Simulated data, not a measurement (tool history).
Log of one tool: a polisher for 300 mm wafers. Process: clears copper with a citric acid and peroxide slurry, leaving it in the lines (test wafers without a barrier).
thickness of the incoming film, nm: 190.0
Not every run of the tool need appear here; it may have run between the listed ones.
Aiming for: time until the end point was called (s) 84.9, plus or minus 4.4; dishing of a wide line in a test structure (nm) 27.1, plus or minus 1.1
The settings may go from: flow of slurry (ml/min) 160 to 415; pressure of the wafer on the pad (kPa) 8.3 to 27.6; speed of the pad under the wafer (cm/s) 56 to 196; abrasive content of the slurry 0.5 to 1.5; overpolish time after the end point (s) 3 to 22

run	hour	flow of slurry (ml/min)	pressure of the wafer on the pad (kPa)	speed of the pad under the wafer (cm/s)	abrasive content of the slurry	overpolish time after the end point (s)	time until the end point was called (s)	dishing of a wide line in a test structure (nm)
1	0	265	17.9	126	1	11	64.123	25.011
2	7.1	265	17.9	126	1.2	11	62.586	26.632
3	11.6	220	17.9	126	1.2	11	61.432	25.603
4	15.1	245	15.9	126	1.25	12	66.824	25.364
5	17.5	260	14.5	122	1.25	13	75.864	25.007
6	20.4	285	14.5	122	1.25	13	77.33	25.838
7	21.5	300	13.8	122	1.25	13	81.089	24.187
8	26.8	295	13.1	120	1.25	15	85.826	25.69

5 next moves are on the table. One of them brings every result within its allowed miss. Which?
A	32.1	160	12.4	124	1.5	16	?	?
B	32.1	325	11.7	116	1.2	21	?	?
C	32.1	320	15.2	96	1.2	19	?	?
D	32.1	265	17.2	82	1.3	17	?	?
E	32.1	385	14.5	96	1.05	21	?	?

move	time until the end point was called (s)	dishing of a wide line in a test structure (nm)
A	86.54	26.709
B	98.332	30.22
C	92.044	29.685
D	93.641	26.619
E	98.674	30.433
A: all results in spec
B: takes the biggest miss from the last run beyond its target
C: takes the biggest miss from the last run beyond its target
D: brings the result that was furthest off to its target, and leaves another outside
E: takes the biggest miss from the last run beyond its target
The move that meets every target is A.
